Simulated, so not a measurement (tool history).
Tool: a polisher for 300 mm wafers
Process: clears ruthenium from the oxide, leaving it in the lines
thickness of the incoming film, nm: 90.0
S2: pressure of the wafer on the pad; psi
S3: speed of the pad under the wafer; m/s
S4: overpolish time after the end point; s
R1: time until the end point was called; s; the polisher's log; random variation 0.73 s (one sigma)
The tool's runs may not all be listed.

run 1 hour=0 | flow_of_slurry_(ml/min)=175 S2=1.8 S3=1.18 S4=5 | R1=73.55
run 2 hour=7.7 | flow_of_slurry_(ml/min)=175 S2=1.9 S3=1.18 S4=5 | R1=68.256
run 3 hour=16.5 | flow_of_slurry_(ml/min)=175 S2=1.9 S3=1.18 S4=5 | R1=67.59
run 4 hour=20.7 | flow_of_slurry_(ml/min)=175 S2=1.9 S3=1.18 S4=4 | R1=69.009
run 5 hour=28.5 | flow_of_slurry_(ml/min)=175 S2=2 S3=1.18 S4=4 | R1=66.003
run 6 hour=31.9 | flow_of_slurry_(ml/min)=175 S2=2 S3=1.18 S4=5 | R1=65.559
run 7 hour=40 | flow_of_slurry_(ml/min)=175 S2=2.1 S3=1.18 S4=5 | R1=61.213

Forecast run 8:
run 8 hour=40.6 | flow_of_slurry_(ml/min)=175 S2=2.2 S3=1.18 S4=5 | R1=?

{"run 8": {"R1": 60.053}}
